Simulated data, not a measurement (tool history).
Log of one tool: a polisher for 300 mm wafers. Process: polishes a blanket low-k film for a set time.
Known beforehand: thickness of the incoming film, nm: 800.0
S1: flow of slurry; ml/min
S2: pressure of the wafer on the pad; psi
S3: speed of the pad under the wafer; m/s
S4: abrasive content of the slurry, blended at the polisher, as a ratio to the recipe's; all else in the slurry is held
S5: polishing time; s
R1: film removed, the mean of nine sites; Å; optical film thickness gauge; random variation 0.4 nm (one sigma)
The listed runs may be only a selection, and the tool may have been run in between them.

run	hour	S1	S2	S3	S4	S5	R1
1	0	300	2	1.02	1	65	232.79
2	2.8	330	2	1.02	1	65	228.56
3	3.9	355	2	1.02	1	65	231.84
4	9.1	355	2.2	1.02	1	65	255.71
5	13.9	355	2.3	1.02	1	65	269.14
6	19.3	355	2	1.02	1	65	234.26
7	22.3	355	2.2	1.02	1	65	260.56

What will run 8 give?
8	27.5	355	2.3	1.02	1	65	?

{"run 8": {"R1": 263.96}}

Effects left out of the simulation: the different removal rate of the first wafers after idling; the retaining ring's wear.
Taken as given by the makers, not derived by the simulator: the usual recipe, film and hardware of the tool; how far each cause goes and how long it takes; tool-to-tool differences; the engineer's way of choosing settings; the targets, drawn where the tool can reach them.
